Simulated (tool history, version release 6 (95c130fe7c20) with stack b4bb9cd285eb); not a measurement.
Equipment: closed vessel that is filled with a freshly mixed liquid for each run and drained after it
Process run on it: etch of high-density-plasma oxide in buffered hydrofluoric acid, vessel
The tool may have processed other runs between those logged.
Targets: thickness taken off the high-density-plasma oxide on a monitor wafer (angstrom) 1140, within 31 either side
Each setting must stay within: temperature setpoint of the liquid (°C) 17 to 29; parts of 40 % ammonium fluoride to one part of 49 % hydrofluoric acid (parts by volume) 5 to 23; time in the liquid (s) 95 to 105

| run | hour | temperature setpoint of the liquid (°C) | parts of 40 % ammonium fluoride to one part of 49 % hydrofluoric acid (parts by volume) | time in the liquid (s) | thickness taken off the high-density-plasma oxide on a monitor wafer (angstrom) |
|---|---|---|---|---|---|
| 1 | 0 | 21 | 14 | 95 | 739.74 |
| 2 | 5.1 | 23 | 14 | 95 | 824.85 |
| 3 | 6.8 | 24.5 | 14 | 95 | 902.67 |
| 4 | 12.2 | 25.5 | 14 | 95 | 949.08 |
| 5 | 14.9 | 25.5 | 14 | 95 | 947.37 |
| 6 | 19.2 | 27 | 14 | 95 | 1031.9 |
| 7 | 26.5 | 27.5 | 14 | 95 | 1060.8 |
| 8 | 27.8 | 28 | 14 | 95 | 1093.3 |

Of the 5 settings listed for the next run, only one would bring every result within its allowed miss of target. Which one?
| A | 29.1 | 27 | 13.5 | 95 | ? |
| B | 29.1 | 28 | 14 | 100 | ? |
| C | 29.1 | 27 | 15 | 105 | ? |
| D | 29.1 | 29 | 13.5 | 95 | ? |
| E | 29.1 | 27.5 | 13.5 | 105 | ? |

| move | thickness taken off the high-density-plasma oxide on a monitor wafer (angstrom) |
|---|---|
| A | 1066.6 |
| B | 1142.8 |
| C | 1063.1 |
| D | 1186.3 |
| E | 1210.8 |
A: the biggest miss grows against the last run
B: meets every target
C: the biggest miss grows against the last run
D: takes the result that was furthest off past its target
E: takes the result that was furthest off past its target
Go with B: it meets all targets.
